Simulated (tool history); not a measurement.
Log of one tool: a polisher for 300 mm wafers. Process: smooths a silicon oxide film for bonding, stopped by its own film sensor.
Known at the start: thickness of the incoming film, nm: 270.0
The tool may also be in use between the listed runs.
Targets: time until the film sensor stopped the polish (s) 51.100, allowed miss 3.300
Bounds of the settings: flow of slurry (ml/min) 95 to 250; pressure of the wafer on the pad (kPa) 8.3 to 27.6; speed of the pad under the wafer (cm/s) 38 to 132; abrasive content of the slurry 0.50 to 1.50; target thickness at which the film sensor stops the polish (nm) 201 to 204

run	day	flow of slurry (ml/min)	pressure of the wafer on the pad (kPa)	speed of the pad under the wafer (cm/s)	abrasive content of the slurry	target thickness at which the film sensor stops the polish (nm)	time until the film sensor stopped the polish (s)
1	0.000	160	17.9	84	1.00	204	92.550
2	0.138	160	15.2	84	1.00	204	110.010
3	0.158	160	13.8	84	1.00	204	114.820
4	0.233	160	13.8	74	1.00	204	129.110
5	0.454	160	17.9	80	1.00	204	94.580
6	0.779	160	20.7	82	1.00	204	78.098
7	1.092	160	22.8	84	1.00	204	72.627
8	1.433	160	24.1	88	1.00	204	65.391
9	1.667	160	24.8	90	1.00	204	63.910
10	1.812	160	25.5	94	1.00	204	59.595
11	1.988	160	26.2	96	1.00	204	55.793
12	2.350	160	26.9	96	1.00	204	53.423

5 next moves are on the table. One of them brings every result within its allowed miss. Which?
A	2.712	155	26.2	112	0.80	201	?
B	2.712	155	24.8	98	1.00	204	?
C	2.712	130	27.6	84	1.05	204	?
D	2.712	170	24.1	110	1.10	204	?
E	2.712	185	26.2	98	1.00	201	?

move	time until the film sensor stopped the polish (s)
A	58.958
B	59.921
C	62.087
D	53.116
E	57.687
A: further off than the last run
B: further off than the last run
C: further off than the last run
D: meets every target
E: further off than the last run
Answer: D
